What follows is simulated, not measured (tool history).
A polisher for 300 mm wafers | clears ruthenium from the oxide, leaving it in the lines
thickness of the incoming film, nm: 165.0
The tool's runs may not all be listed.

| run | hour | flow of slurry (ml/min) | pressure of the wafer on the pad (kPa) | speed of the pad under the wafer (m/s) | overpolish time after the end point (s) | time until the end point was called (s) |
|---|---|---|---|---|---|---|
| 1 | 0.0 | 120 | 13.8 | 0.98 | 21 | 165.76 |
| 2 | 5.3 | 130 | 13.8 | 0.98 | 21 | 163.71 |
| 3 | 13.5 | 130 | 13.8 | 0.98 | 21 | 161.99 |
| 4 | 18.7 | 135 | 14.5 | 0.98 | 21 | 156.28 |
| 5 | 21.9 | 135 | 16.5 | 0.98 | 21 | 138.95 |
| 6 | 29.8 | 135 | 16.5 | 0.76 | 21 | 170.53 |

Run 7 comes next. What will it give?
| 7 | 34.8 | 135 | 17.9 | 0.76 | 21 | ? |

time until the end point was called (s): 157.11
